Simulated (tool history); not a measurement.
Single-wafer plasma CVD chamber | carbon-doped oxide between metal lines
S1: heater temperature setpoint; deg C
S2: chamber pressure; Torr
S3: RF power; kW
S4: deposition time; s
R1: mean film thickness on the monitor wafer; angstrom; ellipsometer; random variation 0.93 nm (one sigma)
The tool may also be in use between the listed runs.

run	day	S1	S2	S3	S4	R1
1	0.000	355	3.99	0.600	26.5	1392.5
2	0.208	362	3.99	0.600	26.5	1368.2
3	0.392	361	4.08	0.625	26.6	1421.7
4	0.529	360	4.17	0.640	26.6	1437.0
5	0.708	352	4.17	0.640	26.6	1463.0
6	0.950	352	4.18	0.655	26.7	1484.1
7	1.242	352	4.19	0.670	26.8	1520.9

The next listed run, before its measurement:
8	1.367	352	4.20	0.680	26.8	?

{"run 8": {"R1": 1523.2}}
